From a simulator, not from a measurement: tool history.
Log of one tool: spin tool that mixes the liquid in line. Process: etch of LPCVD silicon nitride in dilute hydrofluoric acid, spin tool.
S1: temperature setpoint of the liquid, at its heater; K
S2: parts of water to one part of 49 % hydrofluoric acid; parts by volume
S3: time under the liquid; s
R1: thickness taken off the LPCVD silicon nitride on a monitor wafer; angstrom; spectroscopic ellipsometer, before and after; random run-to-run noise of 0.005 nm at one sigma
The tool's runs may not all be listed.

{"run": 1, "hour": 0.0, "S1": 294.15, "S2": 45, "S3": 60, "R1": 6.0273}
{"run": 2, "hour": 5.6, "S1": 294.15, "S2": 35, "S3": 60, "R1": 7.9083}
{"run": 3, "hour": 12.1, "S1": 293.15, "S2": 45, "S3": 60, "R1": 5.609}
{"run": 4, "hour": 15.3, "S1": 295.65, "S2": 45, "S3": 60, "R1": 6.6856}
{"run": 5, "hour": 18.8, "S1": 294.15, "S2": 50, "S3": 60, "R1": 5.3497}
{"run": 6, "hour": 19.9, "S1": 294.15, "S2": 55, "S3": 60, "R1": 5.1207}
{"run": 7, "hour": 28.8, "S1": 293.15, "S2": 60, "S3": 60, "R1": 4.3677}
{"run": 8, "hour": 37.3, "S1": 292.15, "S2": 60, "S3": 60, "R1": 4.046}

Predict the results of run 9:
{"run": 9, "hour": 45.0, "S1": 291.65, "S2": 60, "S3": 60, "R1": "?"}

R1: 3.7238 angstrom
